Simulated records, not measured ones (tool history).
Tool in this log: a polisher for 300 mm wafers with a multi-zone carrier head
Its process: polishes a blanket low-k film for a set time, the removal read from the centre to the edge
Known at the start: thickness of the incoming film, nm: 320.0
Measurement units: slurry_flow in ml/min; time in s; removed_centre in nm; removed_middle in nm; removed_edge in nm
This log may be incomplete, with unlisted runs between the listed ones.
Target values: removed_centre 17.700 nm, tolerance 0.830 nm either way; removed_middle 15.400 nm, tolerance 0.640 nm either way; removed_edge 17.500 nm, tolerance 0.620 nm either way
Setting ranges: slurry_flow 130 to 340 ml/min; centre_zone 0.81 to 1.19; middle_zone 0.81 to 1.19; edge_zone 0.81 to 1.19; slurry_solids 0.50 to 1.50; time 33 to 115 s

run 1 hour=0.0 | slurry_flow=220 centre_zone=1.00 middle_zone=1.00 edge_zone=1.00 slurry_solids=1.00 time=73 | removed_centre=32.016 removed_middle=32.144 removed_edge=31.658
run 2 hour=5.2 | slurry_flow=220 centre_zone=1.00 middle_zone=1.00 edge_zone=1.00 slurry_solids=1.00 time=85 | removed_centre=37.909 removed_middle=36.548 removed_edge=37.688
run 3 hour=13.6 | slurry_flow=265 centre_zone=1.00 middle_zone=1.00 edge_zone=1.00 slurry_solids=1.00 time=85 | removed_centre=37.852 removed_middle=37.603 removed_edge=37.768
run 4 hour=17.8 | slurry_flow=250 centre_zone=1.00 middle_zone=0.95 edge_zone=1.01 slurry_solids=0.85 time=74 | removed_centre=31.309 removed_middle=29.957 removed_edge=30.943
run 5 hour=21.5 | slurry_flow=235 centre_zone=1.00 middle_zone=0.91 edge_zone=1.02 slurry_solids=0.75 time=65 | removed_centre=25.544 removed_middle=23.579 removed_edge=25.894
run 6 hour=23.0 | slurry_flow=235 centre_zone=1.00 middle_zone=0.91 edge_zone=1.02 slurry_solids=0.65 time=65 | removed_centre=24.986 removed_middle=22.091 removed_edge=24.557
run 7 hour=23.8 | slurry_flow=225 centre_zone=0.98 middle_zone=0.89 edge_zone=0.99 slurry_solids=0.60 time=61 | removed_centre=21.606 removed_middle=19.925 removed_edge=21.919
run 8 hour=29.4 | slurry_flow=210 centre_zone=0.99 middle_zone=0.87 edge_zone=0.97 slurry_solids=0.55 time=59 | removed_centre=20.680 removed_middle=18.029 removed_edge=20.273
run 9 hour=32.7 | slurry_flow=200 centre_zone=0.98 middle_zone=0.85 edge_zone=0.94 slurry_solids=0.55 time=59 | removed_centre=19.748 removed_middle=17.775 removed_edge=20.239
run 10 hour=39.1 | slurry_flow=200 centre_zone=1.02 middle_zone=0.84 edge_zone=0.92 slurry_solids=0.50 time=49 | removed_centre=16.864 removed_middle=13.769 removed_edge=15.775
run 11 hour=43.9 | slurry_flow=200 centre_zone=1.02 middle_zone=0.84 edge_zone=0.92 slurry_solids=0.50 time=49 | removed_centre=16.717 removed_middle=14.228 removed_edge=15.867
run 12 hour=48.3 | slurry_flow=210 centre_zone=1.01 middle_zone=0.85 edge_zone=0.94 slurry_solids=0.50 time=49 | removed_centre=16.479 removed_middle=14.363 removed_edge=15.943
run 13 hour=51.4 | slurry_flow=210 centre_zone=1.01 middle_zone=0.85 edge_zone=0.96 slurry_solids=0.50 time=49 | removed_centre=16.678 removed_middle=14.339 removed_edge=16.579
run 14 hour=55.5 | slurry_flow=215 centre_zone=1.01 middle_zone=0.86 edge_zone=0.97 slurry_solids=0.50 time=49 | removed_centre=16.676 removed_middle=14.496 removed_edge=16.201
run 15 hour=59.7 | slurry_flow=215 centre_zone=1.01 middle_zone=0.86 edge_zone=0.98 slurry_solids=0.50 time=49 | removed_centre=16.792 removed_middle=14.449 removed_edge=16.640
run 16 hour=66.3 | slurry_flow=220 centre_zone=1.01 middle_zone=0.87 edge_zone=0.99 slurry_solids=0.50 time=49 | removed_centre=17.079 removed_middle=14.938 removed_edge=16.397

Exactly one of the 5 candidate moves below puts every result within its allowed miss. Which one?
run A hour=72.9 | slurry_flow=235 centre_zone=1.03 middle_zone=1.00 edge_zone=0.93 slurry_solids=0.50 time=50 | removed_centre=? removed_middle=? removed_edge=?
run B hour=72.9 | slurry_flow=225 centre_zone=1.10 middle_zone=0.98 edge_zone=1.08 slurry_solids=0.50 time=44 | removed_centre=? removed_middle=? removed_edge=?
run C hour=72.9 | slurry_flow=195 centre_zone=1.03 middle_zone=0.86 edge_zone=0.97 slurry_solids=0.50 time=59 | removed_centre=? removed_middle=? removed_edge=?
run D hour=72.9 | slurry_flow=170 centre_zone=1.08 middle_zone=0.94 edge_zone=0.92 slurry_solids=0.50 time=48 | removed_centre=? removed_middle=? removed_edge=?
run E hour=72.9 | slurry_flow=225 centre_zone=0.99 middle_zone=0.85 edge_zone=0.94 slurry_solids=0.50 time=53 | removed_centre=? removed_middle=? removed_edge=?

move=A removed_centre=17.612 removed_middle=16.550 removed_edge=16.506
move=B removed_centre=16.454 removed_middle=14.231 removed_edge=15.237
move=C removed_centre=20.169 removed_middle=16.781 removed_edge=19.414
move=D removed_centre=16.791 removed_middle=14.369 removed_edge=15.249
move=E removed_centre=17.807 removed_middle=15.239 removed_edge=17.520
A: no nearer and no further than the last run
B: the biggest miss grows against the last run
C: takes the result that was furthest off past its target
D: the biggest miss grows against the last run
E: all results in spec
So the answer is move E, the one that meets all the targets.
